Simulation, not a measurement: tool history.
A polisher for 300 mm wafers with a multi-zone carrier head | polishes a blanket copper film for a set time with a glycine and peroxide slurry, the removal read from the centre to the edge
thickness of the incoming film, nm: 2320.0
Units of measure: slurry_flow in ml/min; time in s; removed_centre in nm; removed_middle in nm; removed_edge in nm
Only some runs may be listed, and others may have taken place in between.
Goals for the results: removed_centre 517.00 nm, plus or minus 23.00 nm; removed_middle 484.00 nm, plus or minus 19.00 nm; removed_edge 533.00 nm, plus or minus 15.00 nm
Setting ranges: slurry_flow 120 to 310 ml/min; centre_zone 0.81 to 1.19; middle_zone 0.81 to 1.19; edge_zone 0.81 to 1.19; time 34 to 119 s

Run 1, hour 0.0: slurry_flow 200 ml/min, centre_zone 1.00, middle_zone 1.00, edge_zone 1.00, time 76 s. Result: removed_centre 388.48 nm, removed_middle 371.65 nm, removed_edge 384.92 nm.
Run 2, hour 5.7: slurry_flow 205 ml/min, centre_zone 1.00, middle_zone 1.00, edge_zone 1.02, time 78 s. Result: removed_centre 405.94 nm, removed_middle 388.55 nm, removed_edge 402.76 nm.
Run 3, hour 8.2: slurry_flow 205 ml/min, centre_zone 1.00, middle_zone 1.00, edge_zone 0.99, time 78 s. Result: removed_centre 401.77 nm, removed_middle 385.64 nm, removed_edge 394.14 nm.
Run 4, hour 13.8: slurry_flow 205 ml/min, centre_zone 1.00, middle_zone 1.00, edge_zone 1.07, time 78 s. Result: removed_centre 405.80 nm, removed_middle 389.80 nm, removed_edge 407.38 nm.
Run 5, hour 19.7: slurry_flow 205 ml/min, centre_zone 1.05, middle_zone 1.00, edge_zone 1.07, time 78 s. Result: removed_centre 419.49 nm, removed_middle 387.94 nm, removed_edge 407.69 nm.
Run 6, hour 21.4: slurry_flow 205 ml/min, centre_zone 1.13, middle_zone 1.00, edge_zone 1.07, time 78 s. Result: removed_centre 454.48 nm, removed_middle 386.86 nm, removed_edge 406.23 nm.
Run 7, hour 23.7: slurry_flow 210 ml/min, centre_zone 1.12, middle_zone 1.00, edge_zone 1.09, time 80 s. Result: removed_centre 445.92 nm, removed_middle 387.02 nm, removed_edge 426.59 nm.
Run 8, hour 24.8: slurry_flow 215 ml/min, centre_zone 1.12, middle_zone 1.01, edge_zone 1.10, time 82 s. Result: removed_centre 479.88 nm, removed_middle 412.53 nm, removed_edge 437.54 nm.
Run 9, hour 28.3: slurry_flow 215 ml/min, centre_zone 1.10, middle_zone 1.01, edge_zone 1.11, time 84 s. Result: removed_centre 474.12 nm, removed_middle 418.85 nm, removed_edge 444.35 nm.
Run 10, hour 36.6: slurry_flow 215 ml/min, centre_zone 1.09, middle_zone 1.01, edge_zone 1.12, time 86 s. Result: removed_centre 475.22 nm, removed_middle 437.97 nm, removed_edge 461.78 nm.

Which of these 5 next moves meets every target?
Run A, hour 44.9: slurry_flow 125 ml/min, centre_zone 0.98, middle_zone 0.83, edge_zone 1.19, time 101 s. Result: removed_centre ?, removed_middle ?, removed_edge ?.
Run B, hour 44.9: slurry_flow 205 ml/min, centre_zone 1.04, middle_zone 0.99, edge_zone 1.18, time 98 s. Result: removed_centre ?, removed_middle ?, removed_edge ?.
Run C, hour 44.9: slurry_flow 150 ml/min, centre_zone 0.93, middle_zone 0.86, edge_zone 1.19, time 96 s. Result: removed_centre ?, removed_middle ?, removed_edge ?.
Run D, hour 44.9: slurry_flow 170 ml/min, centre_zone 0.82, middle_zone 0.85, edge_zone 1.19, time 104 s. Result: removed_centre ?, removed_middle ?, removed_edge ?.
Run E, hour 44.9: slurry_flow 195 ml/min, centre_zone 1.02, middle_zone 0.91, edge_zone 1.19, time 83 s. Result: removed_centre ?, removed_middle ?, removed_edge ?.

move  removed_centre  removed_middle  removed_edge
   A          451.13          381.86        516.14
   B          518.96          475.53        536.12
   C          431.64          391.16        506.35
   D          432.14          430.89        558.92
   E          428.06          372.39        453.65
A: its largest miss is bigger than the last run's
B: hits every target within its allowed miss
C: neither nearer nor further off than the last run
D: carries the result that was furthest off beyond its target, to the other side
E: its largest miss is bigger than the last run's
So the answer is move B, the one that meets all the targets.

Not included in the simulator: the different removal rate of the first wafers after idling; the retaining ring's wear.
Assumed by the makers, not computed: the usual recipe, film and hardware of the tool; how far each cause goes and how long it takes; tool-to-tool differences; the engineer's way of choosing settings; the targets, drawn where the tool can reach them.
